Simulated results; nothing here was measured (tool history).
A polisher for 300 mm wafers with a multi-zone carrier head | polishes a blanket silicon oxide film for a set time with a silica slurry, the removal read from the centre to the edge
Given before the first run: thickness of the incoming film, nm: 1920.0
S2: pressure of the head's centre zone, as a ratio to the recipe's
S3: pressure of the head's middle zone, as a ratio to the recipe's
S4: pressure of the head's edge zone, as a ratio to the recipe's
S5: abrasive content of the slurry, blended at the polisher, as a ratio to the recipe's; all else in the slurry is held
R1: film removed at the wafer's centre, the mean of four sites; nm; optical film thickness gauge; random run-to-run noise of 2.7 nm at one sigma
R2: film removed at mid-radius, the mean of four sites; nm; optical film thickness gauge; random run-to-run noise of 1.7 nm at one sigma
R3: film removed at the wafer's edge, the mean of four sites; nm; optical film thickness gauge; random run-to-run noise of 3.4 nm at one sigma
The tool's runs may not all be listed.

Run 1, hour 0: flow of slurry (ml/min) 305, S2 1, S3 1, S4 1, S5 1, polishing time (s) 77. Result: R1 292.68 nm, R2 286.45 nm, R3 300.45 nm.
Run 2, hour 1.7: flow of slurry (ml/min) 245, S2 1, S3 1, S4 1, S5 1, polishing time (s) 77. Result: R1 278.73 nm, R2 279.32 nm, R3 284.62 nm.
Run 3, hour 6.2: flow of slurry (ml/min) 235, S2 0.98, S3 1, S4 0.98, S5 0.95, polishing time (s) 77. Result: R1 261 nm, R2 273.49 nm, R3 275.37 nm.
Run 4, hour 8.4: flow of slurry (ml/min) 225, S2 0.97, S3 1, S4 0.96, S5 0.9, polishing time (s) 77. Result: R1 250.79 nm, R2 259.37 nm, R3 266.86 nm.
Run 5, hour 15.7: flow of slurry (ml/min) 225, S2 0.97, S3 1, S4 1, S5 0.9, polishing time (s) 77. Result: R1 246.98 nm, R2 261.43 nm, R3 266.71 nm.
Run 6, hour 17.6: flow of slurry (ml/min) 215, S2 0.97, S3 1.01, S4 0.99, S5 0.85, polishing time (s) 77. Result: R1 244.55 nm, R2 255.67 nm, R3 253.77 nm.

Run 7 comes next. What will it give?
At hour 20.9: worn pad replaced by a new one.
Run 7, hour 20.9: flow of slurry (ml/min) 215, S2 0.97, S3 1.01, S4 0.99, S5 0.85, polishing time (s) 77. Result: R1 ?, R2 ?, R3 ?.

Run 7 produced R1 277.89 nm, R2 284.11 nm, R3 281.22 nm.
